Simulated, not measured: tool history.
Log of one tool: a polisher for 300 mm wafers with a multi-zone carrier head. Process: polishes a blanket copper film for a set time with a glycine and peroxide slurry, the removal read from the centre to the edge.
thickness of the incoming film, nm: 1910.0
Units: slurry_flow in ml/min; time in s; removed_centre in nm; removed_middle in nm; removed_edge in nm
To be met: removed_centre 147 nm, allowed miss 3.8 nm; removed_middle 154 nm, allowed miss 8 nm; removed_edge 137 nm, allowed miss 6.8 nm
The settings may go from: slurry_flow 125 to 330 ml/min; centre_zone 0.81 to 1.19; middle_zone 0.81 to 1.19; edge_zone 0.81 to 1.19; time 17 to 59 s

Run 1, day 0: slurry_flow 210 ml/min, centre_zone 1, middle_zone 1, edge_zone 1, time 38 s. Result: removed_centre 165.25 nm, removed_middle 168.78 nm, removed_edge 173.4 nm.
Run 2, day 0.35: slurry_flow 205 ml/min, centre_zone 1.01, middle_zone 1.01, edge_zone 0.95, time 37 s. Result: removed_centre 160.79 nm, removed_middle 170.44 nm, removed_edge 158.99 nm.
Run 3, day 0.458: slurry_flow 205 ml/min, centre_zone 1.01, middle_zone 1.01, edge_zone 0.95, time 32 s. Result: removed_centre 140.67 nm, removed_middle 140.97 nm, removed_edge 135.93 nm.
Run 4, day 0.562: slurry_flow 205 ml/min, centre_zone 1.01, middle_zone 0.96, edge_zone 0.95, time 32 s. Result: removed_centre 141.08 nm, removed_middle 139.01 nm, removed_edge 137.69 nm.
Run 5, day 0.767: slurry_flow 205 ml/min, centre_zone 1.01, middle_zone 0.96, edge_zone 0.95, time 26 s. Result: removed_centre 114.72 nm, removed_middle 108.72 nm, removed_edge 111.23 nm.
Run 6, day 0.929: slurry_flow 210 ml/min, centre_zone 1.02, middle_zone 1.01, edge_zone 0.96, time 28 s. Result: removed_centre 125.19 nm, removed_middle 122.51 nm, removed_edge 123.8 nm.
Run 7, day 1.167: slurry_flow 225 ml/min, centre_zone 1.04, middle_zone 1.06, edge_zone 0.95, time 28 s. Result: removed_centre 130 nm, removed_middle 126.47 nm, removed_edge 123.17 nm.
Run 8, day 1.504: slurry_flow 225 ml/min, centre_zone 1.04, middle_zone 1.09, edge_zone 0.94, time 29 s. Result: removed_centre 133.94 nm, removed_middle 138 nm, removed_edge 122.78 nm.

5 next moves are on the table. One of them brings every result within its allowed miss. Which?
Run A, day 1.842: slurry_flow 210 ml/min, centre_zone 1.17, middle_zone 1.01, edge_zone 0.9, time 30 s. Result: removed_centre ?, removed_middle ?, removed_edge ?.
Run B, day 1.842: slurry_flow 245 ml/min, centre_zone 1.07, middle_zone 1.07, edge_zone 0.99, time 26 s. Result: removed_centre ?, removed_middle ?, removed_edge ?.
Run C, day 1.842: slurry_flow 240 ml/min, centre_zone 0.94, middle_zone 1.14, edge_zone 1.05, time 32 s. Result: removed_centre ?, removed_middle ?, removed_edge ?.
Run D, day 1.842: slurry_flow 280 ml/min, centre_zone 1.04, middle_zone 1.13, edge_zone 0.97, time 31 s. Result: removed_centre ?, removed_middle ?, removed_edge ?.
Run E, day 1.842: slurry_flow 225 ml/min, centre_zone 1.15, middle_zone 1.06, edge_zone 0.97, time 31 s. Result: removed_centre ?, removed_middle ?, removed_edge ?.

move  removed_centre  removed_middle  removed_edge
   A          152.11          135.73        129.34
   B          123.41          123.59        119.05
   C          132.95          156.63        150.41
   D          145.52          153.79        142.17
   E          156.24          144.98        139.39
A: takes the result that was furthest off past its target
B: further off than the last run
C: further off than the last run
D: meets every target
E: takes the result that was furthest off past its target
Answer: D
